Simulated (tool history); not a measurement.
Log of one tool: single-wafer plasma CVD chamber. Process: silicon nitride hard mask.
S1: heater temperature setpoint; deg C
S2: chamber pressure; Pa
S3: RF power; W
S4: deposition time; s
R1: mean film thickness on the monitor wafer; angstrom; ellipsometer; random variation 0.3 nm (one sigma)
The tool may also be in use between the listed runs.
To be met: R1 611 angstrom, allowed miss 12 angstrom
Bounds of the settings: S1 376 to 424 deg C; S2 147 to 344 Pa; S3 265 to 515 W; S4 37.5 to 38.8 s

run 1 hour=0 | S1=400 S2=245 S3=390 S4=37.5 | R1=546.58
run 2 hour=7.3 | S1=395 S2=245 S3=390 S4=37.5 | R1=549.35
run 3 hour=14.4 | S1=395 S2=256 S3=395 S4=37.5 | R1=553.29
run 4 hour=20.7 | S1=395 S2=261 S3=405 S4=37.5 | R1=570.17
run 5 hour=29 | S1=386 S2=261 S3=405 S4=37.5 | R1=570.55
run 6 hour=30.3 | S1=386 S2=268 S3=410 S4=37.5 | R1=585.54
run 7 hour=31.1 | S1=386 S2=272 S3=410 S4=37.5 | R1=586.11
run 8 hour=38.1 | S1=386 S2=276 S3=410 S4=37.5 | R1=580.9
run 9 hour=42.3 | S1=386 S2=279 S3=415 S4=37.5 | R1=589.67

Which of these 5 next moves meets every target?
run A hour=46.5 | S1=376 S2=316 S3=410 S4=38.8 | R1=?
run B hour=46.5 | S1=385 S2=252 S3=405 S4=38.4 | R1=?
run C hour=46.5 | S1=385 S2=273 S3=365 S4=38.2 | R1=?
run D hour=46.5 | S1=386 S2=305 S3=385 S4=38.5 | R1=?
run E hour=46.5 | S1=395 S2=312 S3=365 S4=38.3 | R1=?

move=A R1=638.35
move=B R1=580.08
move=C R1=566.18
move=D R1=606.83
move=E R1=589.75
A: takes the result that was furthest off past its target
B: further off than the last run
C: further off than the last run
D: meets every target
E: as far off as the last run
Answer: D
